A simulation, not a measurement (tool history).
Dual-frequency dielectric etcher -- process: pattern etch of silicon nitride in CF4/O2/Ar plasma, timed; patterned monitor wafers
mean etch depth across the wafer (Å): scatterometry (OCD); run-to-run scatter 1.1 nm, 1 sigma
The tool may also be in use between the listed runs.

| run | hour | source power (kW) | bias power (kW) | Ar flow (sccm) | CF4 flow (sccm) | etch time (s) | mean etch depth across the wafer (Å) |
|---|---|---|---|---|---|---|---|
| 1 | 0.0 | 0.630 | 0.036 | 115 | 97 | 116.5 | 2622.3 |
| 2 | 5.2 | 0.620 | 0.036 | 115 | 97 | 116.5 | 2596.8 |
| 3 | 11.8 | 0.620 | 0.036 | 115 | 87 | 116.5 | 2497.9 |
| 4 | 16.8 | 0.610 | 0.036 | 115 | 87 | 116.5 | 2458.3 |
| 5 | 19.6 | 0.680 | 0.036 | 115 | 87 | 116.5 | 2774.0 |
| 6 | 24.2 | 0.660 | 0.036 | 115 | 87 | 116.5 | 2682.1 |
| 7 | 32.5 | 0.660 | 0.036 | 115 | 87 | 116.5 | 2686.5 |
| 8 | 33.5 | 0.650 | 0.036 | 115 | 87 | 116.5 | 2655.7 |
| 9 | 36.5 | 0.520 | 0.035 | 116 | 86 | 116.5 | 2039.3 |
| 10 | 40.3 | 0.530 | 0.035 | 116 | 86 | 116.5 | 2087.3 |

The next listed run, before its measurement:
| 11 | 44.5 | 0.540 | 0.035 | 116 | 86 | 116.5 | ? |

Run 11 came out at mean etch depth across the wafer (Å) 2120.5.
